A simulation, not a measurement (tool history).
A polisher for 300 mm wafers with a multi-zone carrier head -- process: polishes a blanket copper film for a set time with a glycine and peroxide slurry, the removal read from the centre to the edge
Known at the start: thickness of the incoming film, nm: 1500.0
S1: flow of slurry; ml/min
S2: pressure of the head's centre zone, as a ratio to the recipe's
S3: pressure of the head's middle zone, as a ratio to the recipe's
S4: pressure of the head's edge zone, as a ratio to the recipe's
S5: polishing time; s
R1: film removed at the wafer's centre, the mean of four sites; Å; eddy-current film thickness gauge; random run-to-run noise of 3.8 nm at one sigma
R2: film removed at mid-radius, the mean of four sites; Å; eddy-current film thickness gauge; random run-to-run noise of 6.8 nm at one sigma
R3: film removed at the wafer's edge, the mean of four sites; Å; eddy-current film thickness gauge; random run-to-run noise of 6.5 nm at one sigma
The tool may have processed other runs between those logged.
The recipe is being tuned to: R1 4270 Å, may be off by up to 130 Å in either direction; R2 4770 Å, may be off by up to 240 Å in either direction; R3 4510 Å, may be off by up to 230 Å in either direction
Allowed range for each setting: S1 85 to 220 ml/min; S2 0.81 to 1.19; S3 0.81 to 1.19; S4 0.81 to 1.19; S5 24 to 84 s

run	hour	S1	S2	S3	S4	S5	R1	R2	R3
1	0	140	1	1	1	54	3098.6	3084	3152.7
2	8.3	150	1	1	1	54	3176.9	3162.1	3209.4
3	10.7	150	1	1	1.04	54	3181.7	3071.4	3238.9
4	18.5	150	1.04	1	1.04	54	3268	3115.9	3210.7
5	24.9	150	1.04	1	1.04	65	3904	3805.3	3863.7
6	33	150	1.04	1	1.07	65	3843.8	3754.3	3893.4
7	33.7	160	1.03	1.02	1.08	66	4030.1	3942.2	4047.5
8	40.5	185	0.95	1.12	1.16	69	4025.9	4571.3	4506.4
9	45.2	190	0.96	1.13	1.16	69	4099.6	4546.9	4372.4

Which single option among these 5 for the next run brings every result within its allowed miss of target? Just one does.
A	49.9	175	0.91	1.19	1.15	70	?	?	?
B	49.9	205	0.92	1.19	1.05	68	?	?	?
C	49.9	165	1	1.19	1.16	65	?	?	?
D	49.9	185	0.98	1.14	1.09	72	?	?	?
E	49.9	185	0.93	1.16	1.17	70	?	?	?

move	R1	R2	R3
A	3944.6	4728.3	4459.9
B	3963.7	4701.8	4208.9
C	3880.1	4347.5	4131.3
D	4319.9	4725.8	4494.5
E	4044.2	4664.2	4529.9
A: its largest miss is bigger than the last run's
B: its largest miss is bigger than the last run's
C: its largest miss is bigger than the last run's
D: all results land within tolerance of their targets
E: its largest miss is bigger than the last run's
Correct choice: D, which meets every target
